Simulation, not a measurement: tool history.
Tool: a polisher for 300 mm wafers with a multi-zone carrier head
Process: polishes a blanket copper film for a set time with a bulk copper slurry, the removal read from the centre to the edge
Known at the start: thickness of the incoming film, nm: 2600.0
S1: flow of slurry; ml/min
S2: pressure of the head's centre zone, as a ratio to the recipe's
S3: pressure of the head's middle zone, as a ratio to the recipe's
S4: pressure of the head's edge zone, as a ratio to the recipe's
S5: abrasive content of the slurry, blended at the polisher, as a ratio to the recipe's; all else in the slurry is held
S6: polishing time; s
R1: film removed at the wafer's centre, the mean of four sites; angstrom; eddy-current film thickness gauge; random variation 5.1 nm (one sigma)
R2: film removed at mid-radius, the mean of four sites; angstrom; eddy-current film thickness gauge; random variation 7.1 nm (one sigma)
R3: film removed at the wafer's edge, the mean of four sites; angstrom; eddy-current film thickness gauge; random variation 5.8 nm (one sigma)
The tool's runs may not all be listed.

Run 1, hour 0.0: S1 225 ml/min, S2 1.00, S3 1.00, S4 1.00, S5 1.00, S6 40 s. Result: R1 7026.4 angstrom, R2 6612.6 angstrom, R3 6786.9 angstrom.
Run 2, hour 6.9: S1 225 ml/min, S2 0.93, S3 1.00, S4 1.00, S5 1.00, S6 40 s. Result: R1 6510.7 angstrom, R2 6458.6 angstrom, R3 6979.0 angstrom.
Run 3, hour 8.2: S1 225 ml/min, S2 0.89, S3 1.00, S4 1.00, S5 1.00, S6 40 s. Result: R1 6219.3 angstrom, R2 6674.6 angstrom, R3 6901.1 angstrom.
Run 4, hour 9.1: S1 225 ml/min, S2 0.89, S3 0.92, S4 1.00, S5 1.00, S6 40 s. Result: R1 6174.4 angstrom, R2 6116.5 angstrom, R3 6858.4 angstrom.
Run 5, hour 10.3: S1 225 ml/min, S2 0.82, S3 0.92, S4 1.00, S5 1.00, S6 40 s. Result: R1 5737.0 angstrom, R2 6190.9 angstrom, R3 6933.6 angstrom.
Run 6, hour 18.8: S1 220 ml/min, S2 0.82, S3 0.91, S4 0.98, S5 0.95, S6 40 s. Result: R1 5587.9 angstrom, R2 6073.9 angstrom, R3 6586.4 angstrom.
Run 7, hour 21.0: S1 215 ml/min, S2 0.82, S3 0.90, S4 0.97, S5 0.90, S6 40 s. Result: R1 5456.0 angstrom, R2 5899.6 angstrom, R3 6379.2 angstrom.
Run 8, hour 26.9: S1 210 ml/min, S2 0.82, S3 0.89, S4 0.96, S5 0.90, S6 40 s. Result: R1 5445.5 angstrom, R2 5805.7 angstrom, R3 6511.6 angstrom.
Run 9, hour 29.0: S1 210 ml/min, S2 0.82, S3 0.89, S4 0.95, S5 0.85, S6 40 s. Result: R1 5387.7 angstrom, R2 5643.4 angstrom, R3 6311.4 angstrom.
Run 10, hour 37.8: S1 205 ml/min, S2 0.82, S3 0.89, S4 0.94, S5 0.85, S6 40 s. Result: R1 5324.2 angstrom, R2 5620.0 angstrom, R3 6313.0 angstrom.
Run 11, hour 39.5: S1 210 ml/min, S2 0.82, S3 0.89, S4 0.93, S5 0.80, S6 40 s. Result: R1 5306.7 angstrom, R2 5627.4 angstrom, R3 6117.4 angstrom.
Run 12, hour 45.5: S1 205 ml/min, S2 0.82, S3 0.89, S4 0.92, S5 0.80, S6 40 s. Result: R1 5313.4 angstrom, R2 5589.0 angstrom, R3 6138.4 angstrom.
Run 13, hour 47.3: S1 200 ml/min, S2 0.82, S3 0.89, S4 0.91, S5 0.80, S6 40 s. Result: R1 5130.8 angstrom, R2 5546.9 angstrom, R3 6127.6 angstrom.
Run 14, hour 49.7: S1 200 ml/min, S2 0.82, S3 0.89, S4 0.90, S5 0.75, S6 40 s. Result: R1 5195.6 angstrom, R2 5469.9 angstrom, R3 5847.8 angstrom.

Run 15 comes next. What will it give?
Run 15, hour 56.1: S1 195 ml/min, S2 0.82, S3 0.89, S4 0.90, S5 0.75, S6 40 s. Result: R1 ?, R2 ?, R3 ?.

{"run 15": {"R1": 5043.9, "R2": 5485.0, "R3": 5891.3}}
